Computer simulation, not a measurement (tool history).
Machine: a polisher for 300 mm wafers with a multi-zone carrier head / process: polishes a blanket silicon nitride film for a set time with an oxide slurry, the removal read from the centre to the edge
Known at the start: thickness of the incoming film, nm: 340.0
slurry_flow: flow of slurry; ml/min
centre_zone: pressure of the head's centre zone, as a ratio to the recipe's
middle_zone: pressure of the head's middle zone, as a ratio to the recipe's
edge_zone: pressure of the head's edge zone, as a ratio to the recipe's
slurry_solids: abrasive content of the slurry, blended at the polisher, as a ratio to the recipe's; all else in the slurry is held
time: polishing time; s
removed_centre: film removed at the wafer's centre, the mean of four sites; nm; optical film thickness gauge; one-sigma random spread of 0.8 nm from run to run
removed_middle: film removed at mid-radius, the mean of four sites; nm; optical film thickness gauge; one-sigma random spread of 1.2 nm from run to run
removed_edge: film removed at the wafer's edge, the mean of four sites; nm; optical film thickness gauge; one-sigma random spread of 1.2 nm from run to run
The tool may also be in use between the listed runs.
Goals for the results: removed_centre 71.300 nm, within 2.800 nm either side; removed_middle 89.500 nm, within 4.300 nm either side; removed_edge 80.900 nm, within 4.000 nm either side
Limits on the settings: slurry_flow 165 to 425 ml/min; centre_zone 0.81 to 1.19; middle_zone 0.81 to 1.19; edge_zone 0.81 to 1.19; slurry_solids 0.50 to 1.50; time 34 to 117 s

| run | hour | slurry_flow | centre_zone | middle_zone | edge_zone | slurry_solids | time | removed_centre | removed_middle | removed_edge |
|---|---|---|---|---|---|---|---|---|---|---|
| 1 | 0.0 | 275 | 1.00 | 1.00 | 1.00 | 1.00 | 75 | 66.520 | 63.533 | 64.472 |
| 2 | 7.4 | 275 | 1.00 | 1.08 | 1.00 | 1.00 | 75 | 66.143 | 70.263 | 63.144 |
| 3 | 15.6 | 275 | 0.97 | 1.09 | 1.03 | 1.10 | 76 | 70.739 | 77.086 | 70.307 |
| 4 | 22.9 | 275 | 0.97 | 1.17 | 1.03 | 1.10 | 76 | 69.029 | 81.229 | 67.416 |
| 5 | 27.6 | 275 | 0.93 | 1.17 | 1.03 | 1.10 | 76 | 67.160 | 79.512 | 70.225 |
| 6 | 36.3 | 275 | 0.92 | 1.18 | 1.05 | 1.15 | 76 | 68.202 | 84.735 | 72.715 |
| 7 | 40.3 | 280 | 0.92 | 1.17 | 1.07 | 1.15 | 76 | 67.799 | 82.160 | 72.484 |
| 8 | 41.7 | 280 | 0.91 | 1.17 | 1.07 | 1.20 | 76 | 68.380 | 85.438 | 73.654 |

Next run, 5 choices. One meets every target within its allowed miss, the rest don't. Which?
| A | 43.1 | 240 | 0.89 | 1.18 | 1.10 | 1.05 | 88 | ? | ? | ? |
| B | 43.1 | 235 | 0.81 | 1.19 | 1.13 | 1.20 | 81 | ? | ? | ? |
| C | 43.1 | 270 | 0.85 | 0.98 | 1.13 | 1.00 | 89 | ? | ? | ? |
| D | 43.1 | 275 | 0.98 | 1.12 | 1.06 | 1.20 | 70 | ? | ? | ? |
| E | 43.1 | 220 | 0.83 | 1.11 | 1.06 | 1.30 | 77 | ? | ? | ? |

| move | removed_centre | removed_middle | removed_edge |
|---|---|---|---|
| A | 71.220 | 88.624 | 79.442 |
| B | 64.291 | 88.656 | 80.017 |
| C | 67.562 | 75.607 | 79.928 |
| D | 68.750 | 74.200 | 67.984 |
| E | 64.583 | 82.147 | 76.311 |
A: each result inside its tolerance
B: corrects the largest miss of the last run, while another result sits out of spec
C: corrects the largest miss of the last run, while another result sits out of spec
D: the biggest miss grows against the last run
E: the biggest miss grows against the last run
Answer: A
